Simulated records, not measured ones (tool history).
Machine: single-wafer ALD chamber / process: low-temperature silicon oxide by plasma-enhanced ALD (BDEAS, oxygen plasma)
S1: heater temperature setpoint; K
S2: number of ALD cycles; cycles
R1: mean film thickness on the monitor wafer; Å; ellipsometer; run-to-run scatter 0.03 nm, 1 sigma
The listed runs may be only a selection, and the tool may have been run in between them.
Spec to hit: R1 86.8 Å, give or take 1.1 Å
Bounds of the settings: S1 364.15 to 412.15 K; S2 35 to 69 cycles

run,hour,S1,S2,R1
1,0,388.15,52,70.438
2,4.9,388.15,45,60.952
3,10,386.15,49,66.463
4,14.1,376.15,49,67.901
5,22.9,376.15,43,59.18
6,24.5,375.15,47,65.038
7,32.3,374.15,50,69.216
8,34.3,373.15,52,72.119
9,39,372.15,54,75.426
10,41.8,371.15,55,76.627
11,45.6,370.15,56,78.354
12,49.9,370.15,57,80.072
13,51.9,370.15,58,81.041
14,56.1,369.15,59,82.972
15,64.2,368.15,60,84.562

Which single option among these 5 for the next run brings every result within its allowed miss of target? Just one does.
A,72.3,365.15,61,?
B,72.3,372.15,58,?
C,72.3,369.15,57,?
D,72.3,369.15,59,?
E,72.3,364.15,59,?

move,R1
A,86.62
B,80.574
C,79.9
D,82.703
E,84.049
A: all results land within tolerance of their targets
B: its largest miss is bigger than the last run's
C: its largest miss is bigger than the last run's
D: its largest miss is bigger than the last run's
E: its largest miss is bigger than the last run's
So the answer is move A, the one that meets all the targets.
